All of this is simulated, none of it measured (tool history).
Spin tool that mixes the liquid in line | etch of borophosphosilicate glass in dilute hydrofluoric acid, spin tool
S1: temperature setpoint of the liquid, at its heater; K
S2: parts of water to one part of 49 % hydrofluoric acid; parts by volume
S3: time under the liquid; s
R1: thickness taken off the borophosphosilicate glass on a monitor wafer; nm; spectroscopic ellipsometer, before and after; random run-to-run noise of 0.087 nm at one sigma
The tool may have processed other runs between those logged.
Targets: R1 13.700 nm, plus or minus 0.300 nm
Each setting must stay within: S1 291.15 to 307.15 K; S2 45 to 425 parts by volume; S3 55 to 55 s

Run 1, hour 0.0: S1 299.15 K, S2 235 parts by volume, S3 55 s. Result: R1 15.172 nm.
Run 2, hour 4.2: S1 298.15 K, S2 235 parts by volume, S3 55 s. Result: R1 14.587 nm.
Run 3, hour 5.6: S1 301.15 K, S2 235 parts by volume, S3 55 s. Result: R1 16.144 nm.
Run 4, hour 11.9: S1 299.65 K, S2 235 parts by volume, S3 55 s. Result: R1 15.333 nm.
Run 5, hour 16.2: S1 298.65 K, S2 235 parts by volume, S3 55 s. Result: R1 14.957 nm.
Run 6, hour 22.5: S1 301.65 K, S2 235 parts by volume, S3 55 s. Result: R1 16.646 nm.
Run 7, hour 26.5: S1 300.15 K, S2 235 parts by volume, S3 55 s. Result: R1 15.565 nm.
Run 8, hour 32.4: S1 299.15 K, S2 235 parts by volume, S3 55 s. Result: R1 15.268 nm.
Run 9, hour 37.0: S1 295.15 K, S2 240 parts by volume, S3 55 s. Result: R1 12.849 nm.
Run 10, hour 42.9: S1 295.65 K, S2 240 parts by volume, S3 55 s. Result: R1 13.072 nm.
Run 11, hour 44.5: S1 296.15 K, S2 240 parts by volume, S3 55 s. Result: R1 13.332 nm.

4 next moves are on the table. One of them brings every result within its allowed miss. Which?
Run A, hour 46.1: S1 298.65 K, S2 250 parts by volume, S3 55 s. Result: R1 ?.
Run B, hour 46.1: S1 299.15 K, S2 265 parts by volume, S3 55 s. Result: R1 ?.
Run C, hour 46.1: S1 297.65 K, S2 265 parts by volume, S3 55 s. Result: R1 ?.
Run D, hour 46.1: S1 296.15 K, S2 250 parts by volume, S3 55 s. Result: R1 ?.

move      R1
   A  13.935
   B  13.168
   C  12.496
   D  12.745
A: every result within its allowed miss
B: its largest miss is bigger than the last run's
C: its largest miss is bigger than the last run's
D: its largest miss is bigger than the last run's
Go with A: it meets all targets.
